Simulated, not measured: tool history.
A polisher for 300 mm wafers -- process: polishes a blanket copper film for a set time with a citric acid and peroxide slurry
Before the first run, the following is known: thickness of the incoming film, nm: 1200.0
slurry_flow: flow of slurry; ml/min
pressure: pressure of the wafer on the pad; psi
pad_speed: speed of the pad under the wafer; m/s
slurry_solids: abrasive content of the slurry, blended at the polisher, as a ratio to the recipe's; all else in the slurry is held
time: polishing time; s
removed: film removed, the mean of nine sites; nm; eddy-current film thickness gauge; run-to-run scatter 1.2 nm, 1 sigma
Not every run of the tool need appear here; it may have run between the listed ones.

run,hour,slurry_flow,pressure,pad_speed,slurry_solids,time,removed
1,0,120,3.9,0.86,1,24,65.522
2,4.8,120,4.8,0.86,1,24,79.731
3,12.9,120,5.6,0.86,1,24,91.996
4,14,120,5.6,0.86,1.15,24,94.333
5,20.8,125,5.7,0.88,1.15,24,99.596
6,26.6,125,5.7,0.88,1.35,24,102.22

Predict the results of run 7:
7,33,130,5.8,0.88,1.35,24,?

Logged for run 7: removed 104.72 nm.
